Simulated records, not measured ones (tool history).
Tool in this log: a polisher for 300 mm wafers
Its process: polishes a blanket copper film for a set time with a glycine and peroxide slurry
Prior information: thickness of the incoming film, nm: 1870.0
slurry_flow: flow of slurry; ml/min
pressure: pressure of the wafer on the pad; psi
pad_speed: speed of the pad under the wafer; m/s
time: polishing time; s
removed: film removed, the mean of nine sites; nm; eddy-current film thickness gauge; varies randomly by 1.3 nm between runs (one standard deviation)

run	hour	slurry_flow	pressure	pad_speed	time	removed
1	0	240	2.2	0.88	20	70.57
2	0.7	240	2.3	0.88	20	72.903
3	7.5	240	2.3	0.98	20	78.279
4	11.6	240	2.3	0.8	20	66.834
5	19.2	240	2.5	0.82	20	72.032
6	22.5	240	2.7	0.84	20	78.573

The next listed run, before its measurement:
7	30.2	240	2.8	0.84	20	?

Run 7 produced removed 79.401 nm.

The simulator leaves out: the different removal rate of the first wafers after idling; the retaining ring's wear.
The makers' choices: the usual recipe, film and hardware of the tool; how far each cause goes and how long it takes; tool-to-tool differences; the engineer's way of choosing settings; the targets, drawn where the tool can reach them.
